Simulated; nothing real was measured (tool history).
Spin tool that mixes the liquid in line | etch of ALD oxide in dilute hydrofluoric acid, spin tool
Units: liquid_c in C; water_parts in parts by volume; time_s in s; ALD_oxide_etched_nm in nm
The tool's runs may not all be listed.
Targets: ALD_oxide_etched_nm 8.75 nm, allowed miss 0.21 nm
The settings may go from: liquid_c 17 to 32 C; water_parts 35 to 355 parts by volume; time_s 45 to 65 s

run,hour,liquid_c,water_parts,time_s,ALD_oxide_etched_nm
1,0,24,195,65,5.1594
2,5,24,235,65,4.1643
3,6.1,24,235,65,4.1584
4,12.2,24,290,65,3.1902
5,20.9,21,290,65,2.8815
6,27.8,23.5,250,65,3.7781
7,30.2,25.5,220,65,4.745
8,33.1,27,200,65,5.6283
9,39.6,28,185,65,6.4019
10,46.2,29,175,65,7.1152
11,50.7,29.5,170,65,7.5058
12,58.5,30,170,65,7.6804
13,60,30.5,170,65,7.825
14,65.7,31,170,65,8.0438
15,68.6,31.5,165,65,8.3747

Which of these 4 next moves meets every target?
A,71.5,32,155,65,?
B,71.5,31.5,170,65,?
C,71.5,28.5,145,65,?
D,71.5,32,180,65,?

move,ALD_oxide_etched_nm
A,9.2883
B,8.1567
C,8.8741
D,7.7354
A: takes the result that was furthest off past its target
B: further off than the last run
C: meets every target
D: further off than the last run
The right move is C.
